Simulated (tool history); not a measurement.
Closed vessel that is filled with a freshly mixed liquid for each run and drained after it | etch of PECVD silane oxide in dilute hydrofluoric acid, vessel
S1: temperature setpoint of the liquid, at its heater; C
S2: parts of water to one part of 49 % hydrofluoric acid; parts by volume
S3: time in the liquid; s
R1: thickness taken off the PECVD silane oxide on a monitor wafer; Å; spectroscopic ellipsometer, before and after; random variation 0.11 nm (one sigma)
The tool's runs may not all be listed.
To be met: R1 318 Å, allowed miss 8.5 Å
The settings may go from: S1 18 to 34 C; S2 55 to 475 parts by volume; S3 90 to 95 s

run,hour,S1,S2,S3,R1
1,0,26,265,90,143.45
2,4.9,27.5,240,90,172.78
3,6.7,29,225,90,197.02
4,12.7,30,210,90,222.78
5,21.5,33.5,210,90,250.65
6,23,34,210,90,254.42
7,25.3,34,200,90,270.33
8,29.8,34,195,90,280.03
9,35.6,34,165,90,344.51
10,37.8,33.5,165,90,338.42
11,42.9,33,165,90,333.95
12,49.7,32.5,165,90,326.93

5 next moves are on the table. One of them brings every result within its allowed miss. Which?
A,56.5,33.5,185,90,?
B,56.5,32,185,95,?
C,56.5,34,185,95,?
D,56.5,32.5,180,90,?
E,56.5,34,185,90,?

move,R1
A,295.52
B,296.47
C,317.21
D,295.58
E,300.52
A: takes the result that was furthest off past its target
B: takes the result that was furthest off past its target
C: meets every target
D: takes the result that was furthest off past its target
E: takes the result that was furthest off past its target
Answer: C

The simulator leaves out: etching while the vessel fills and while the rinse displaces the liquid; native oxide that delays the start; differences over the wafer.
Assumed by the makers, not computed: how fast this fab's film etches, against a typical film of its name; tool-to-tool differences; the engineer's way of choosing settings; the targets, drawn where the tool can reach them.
